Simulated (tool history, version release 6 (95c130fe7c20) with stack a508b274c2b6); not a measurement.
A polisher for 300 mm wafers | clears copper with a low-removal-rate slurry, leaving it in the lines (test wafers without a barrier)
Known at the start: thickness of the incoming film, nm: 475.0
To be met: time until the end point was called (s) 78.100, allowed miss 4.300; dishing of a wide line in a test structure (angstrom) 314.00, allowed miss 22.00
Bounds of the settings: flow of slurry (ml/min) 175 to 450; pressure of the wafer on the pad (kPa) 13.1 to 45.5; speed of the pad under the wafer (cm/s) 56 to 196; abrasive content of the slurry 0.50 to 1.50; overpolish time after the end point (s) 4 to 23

| run | hour | flow of slurry (ml/min) | pressure of the wafer on the pad (kPa) | speed of the pad under the wafer (cm/s) | abrasive content of the slurry | overpolish time after the end point (s) | time until the end point was called (s) | dishing of a wide line in a test structure (angstrom) |
|---|---|---|---|---|---|---|---|---|
| 1 | 0.0 | 290 | 29.0 | 126 | 1.00 | 12 | 101.240 | 262.25 |
| 2 | 3.3 | 290 | 29.0 | 126 | 1.00 | 10 | 97.262 | 231.56 |
| 3 | 4.7 | 290 | 29.0 | 126 | 1.00 | 13 | 100.720 | 271.53 |
| 4 | 12.6 | 290 | 34.5 | 126 | 1.00 | 13 | 85.163 | 276.17 |
| 5 | 17.7 | 290 | 34.5 | 126 | 0.90 | 13 | 88.445 | 278.39 |
| 6 | 20.8 | 290 | 35.2 | 126 | 0.90 | 13 | 85.946 | 282.60 |
| 7 | 21.4 | 290 | 35.9 | 126 | 0.90 | 13 | 86.115 | 290.67 |
| 8 | 26.6 | 290 | 36.5 | 126 | 0.90 | 13 | 82.792 | 291.01 |
| 9 | 32.1 | 290 | 37.2 | 126 | 0.90 | 13 | 82.774 | 292.89 |

Which of these 5 next moves meets every target?
| A | 37.6 | 245 | 35.2 | 132 | 1.00 | 11 | ? | ? |
| B | 37.6 | 265 | 36.5 | 124 | 0.90 | 10 | ? | ? |
| C | 37.6 | 290 | 35.9 | 108 | 0.85 | 19 | ? | ? |
| D | 37.6 | 355 | 39.3 | 110 | 0.70 | 14 | ? | ? |
| E | 37.6 | 325 | 34.5 | 132 | 1.20 | 16 | ? | ? |

| move | time until the end point was called (s) | dishing of a wide line in a test structure (angstrom) |
|---|---|---|
| A | 79.791 | 277.93 |
| B | 83.142 | 264.31 |
| C | 97.126 | 306.11 |
| D | 90.276 | 289.34 |
| E | 73.837 | 311.69 |
A: brings the result that was furthest off to its target, and leaves another outside
B: further off than the last run
C: further off than the last run
D: further off than the last run
E: meets every target
Answer: E
